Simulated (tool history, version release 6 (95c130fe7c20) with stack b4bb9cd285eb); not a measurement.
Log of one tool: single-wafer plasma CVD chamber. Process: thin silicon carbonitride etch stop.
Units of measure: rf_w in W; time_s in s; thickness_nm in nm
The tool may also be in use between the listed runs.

run 1 day=0.000 | rf_w=180 time_s=8.83 | thickness_nm=4.8228
run 2 day=0.375 | rf_w=170 time_s=8.83 | thickness_nm=4.7141
run 3 day=0.579 | rf_w=180 time_s=8.83 | thickness_nm=4.8129
run 4 day=0.917 | rf_w=180 time_s=9.93 | thickness_nm=5.4051
run 5 day=1.129 | rf_w=185 time_s=9.99 | thickness_nm=5.5087
run 6 day=1.275 | rf_w=160 time_s=9.99 | thickness_nm=5.2670
run 7 day=1.550 | rf_w=160 time_s=9.99 | thickness_nm=5.2418
run 8 day=1.717 | rf_w=170 time_s=10.05 | thickness_nm=5.3774
run 9 day=1.842 | rf_w=175 time_s=10.10 | thickness_nm=5.4537
run 10 day=1.967 | rf_w=175 time_s=10.10 | thickness_nm=5.4611

Run 11, settings as shown, results not yet in. Your forecast:
run 11 day=2.288 | rf_w=180 time_s=10.14 | thickness_nm=?

Run 11 gave thickness_nm 5.5152 nm.
